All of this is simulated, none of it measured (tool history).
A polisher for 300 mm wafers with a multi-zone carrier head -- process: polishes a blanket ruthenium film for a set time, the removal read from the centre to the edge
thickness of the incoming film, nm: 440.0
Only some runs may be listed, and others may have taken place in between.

run	hour	flow of slurry (ml/min)	pressure of the head's centre zone	pressure of the head's middle zone	pressure of the head's edge zone	polishing time (s)	film removed at the wafer's centre (angstrom)	film removed at mid-radius (angstrom)	film removed at the wafer's edge (angstrom)
1	0	275	1	1	1	74	1073.1	1088.6	1087.5
2	6.6	275	1	1	1.05	74	1056.9	1069.9	1084.4
3	15	270	1	0.97	1.06	67	983.36	928.6	982.53
4	23.5	265	0.98	0.96	1.07	62	858.03	860.8	904.19
5	32.2	265	0.98	0.99	1.07	62	879.28	868.11	920.59
6	33.1	265	0.98	1.06	1.07	62	875.39	915.67	924.27
7	38.3	260	0.98	1.03	1.09	58	803.03	840.35	882.54
8	46.8	260	0.98	1	1.1	54	741.63	767.86	806.65

Run 9 comes next. What will it give?
9	55.7	230	1	0.9	1.19	45	?	?	?

Run 9 came out at film removed at the wafer's centre (angstrom) 622.69, film removed at mid-radius (angstrom) 585.12, film removed at the wafer's edge (angstrom) 695.48.
